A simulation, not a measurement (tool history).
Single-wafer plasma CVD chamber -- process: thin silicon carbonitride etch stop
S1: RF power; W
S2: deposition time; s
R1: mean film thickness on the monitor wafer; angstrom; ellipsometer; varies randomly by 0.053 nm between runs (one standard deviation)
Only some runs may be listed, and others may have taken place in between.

{"run": 1, "hour": 0.0, "S1": 175, "S2": 18.7, "R1": 104.26}
{"run": 2, "hour": 3.5, "S1": 175, "S2": 20.5, "R1": 113.0}
{"run": 3, "hour": 6.2, "S1": 165, "S2": 19.7, "R1": 107.4}
{"run": 4, "hour": 10.5, "S1": 155, "S2": 19.1, "R1": 101.39}
{"run": 5, "hour": 15.8, "S1": 155, "S2": 20.9, "R1": 112.19}
{"run": 6, "hour": 22.0, "S1": 180, "S2": 20.9, "R1": 118.89}

Run 7 has not been measured yet. What should we expect?
{"run": 7, "hour": 29.9, "S1": 165, "S2": 20.2, "R1": "?"}

Run 7 produced R1 110.42 angstrom.

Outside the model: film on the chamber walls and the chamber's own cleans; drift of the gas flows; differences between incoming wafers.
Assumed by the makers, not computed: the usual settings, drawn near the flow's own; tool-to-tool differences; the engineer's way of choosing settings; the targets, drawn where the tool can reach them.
